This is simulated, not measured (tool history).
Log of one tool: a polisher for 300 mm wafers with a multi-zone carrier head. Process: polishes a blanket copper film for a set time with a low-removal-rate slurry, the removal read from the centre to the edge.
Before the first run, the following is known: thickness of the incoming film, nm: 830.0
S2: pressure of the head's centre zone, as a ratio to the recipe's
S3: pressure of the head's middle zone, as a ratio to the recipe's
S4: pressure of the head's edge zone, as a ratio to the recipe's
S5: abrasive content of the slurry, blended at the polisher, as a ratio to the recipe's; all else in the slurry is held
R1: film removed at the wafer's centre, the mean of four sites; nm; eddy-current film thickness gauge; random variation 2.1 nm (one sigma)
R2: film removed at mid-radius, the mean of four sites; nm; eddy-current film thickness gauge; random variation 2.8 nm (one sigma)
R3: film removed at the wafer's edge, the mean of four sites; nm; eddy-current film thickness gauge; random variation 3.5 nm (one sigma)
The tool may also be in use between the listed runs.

Run 1, hour 0: flow of slurry (ml/min) 185, S2 1, S3 1, S4 1, S5 1, polishing time (s) 67. Result: R1 270.38 nm, R2 275.41 nm, R3 267.51 nm.
Run 2, hour 5.8: flow of slurry (ml/min) 200, S2 1.02, S3 1.04, S4 1.04, S5 1.15, polishing time (s) 68. Result: R1 293.29 nm, R2 305.29 nm, R3 285.34 nm.
Run 3, hour 7.6: flow of slurry (ml/min) 200, S2 1.06, S3 1.04, S4 1.04, S5 1.15, polishing time (s) 68. Result: R1 302.95 nm, R2 302.64 nm, R3 288.77 nm.
Run 4, hour 15.3: flow of slurry (ml/min) 200, S2 1.06, S3 1.04, S4 0.99, S5 1.15, polishing time (s) 68. Result: R1 303.21 nm, R2 300.18 nm, R3 275.45 nm.
Run 5, hour 17.5: flow of slurry (ml/min) 200, S2 1.06, S3 1.07, S4 0.99, S5 1.15, polishing time (s) 68. Result: R1 302.98 nm, R2 313.79 nm, R3 281.36 nm.
Run 6, hour 22.6: flow of slurry (ml/min) 205, S2 1.07, S3 1.1, S4 1.05, S5 1.2, polishing time (s) 69. Result: R1 316.19 nm, R2 323.59 nm, R3 301.57 nm.

What does the tool deliver on the next run?
Run 7, hour 27.7: flow of slurry (ml/min) 220, S2 1.07, S3 1.13, S4 1.07, S5 1.25, polishing time (s) 69. Result: R1 ?, R2 ?, R3 ?.

R1: 320.8 nm
R2: 342.75 nm
R3: 301.66 nm

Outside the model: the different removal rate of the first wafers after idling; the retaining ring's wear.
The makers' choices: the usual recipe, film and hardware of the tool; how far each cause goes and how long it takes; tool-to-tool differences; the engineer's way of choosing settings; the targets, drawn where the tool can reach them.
